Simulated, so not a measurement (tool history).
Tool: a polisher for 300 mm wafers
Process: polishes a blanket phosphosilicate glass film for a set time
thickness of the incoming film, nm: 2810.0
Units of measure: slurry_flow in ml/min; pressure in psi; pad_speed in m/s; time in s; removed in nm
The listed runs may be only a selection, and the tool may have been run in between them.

run	day	slurry_flow	pressure	pad_speed	slurry_solids	time	removed
1	0	230	3.4	1.12	1	63	564.42
2	0.025	230	3.2	1.12	1	63	530.88
3	0.196	230	3.2	1.12	1.2	63	576.71
4	0.496	185	3.2	1.12	1.2	63	561.02
5	0.608	185	3	1.12	1.2	63	523.21
6	0.662	180	2.9	1.12	1.2	63	503.77

What does the tool deliver on the next run?
7	0.746	175	2.8	1.12	1.2	63	?

removed: 481.84 nm
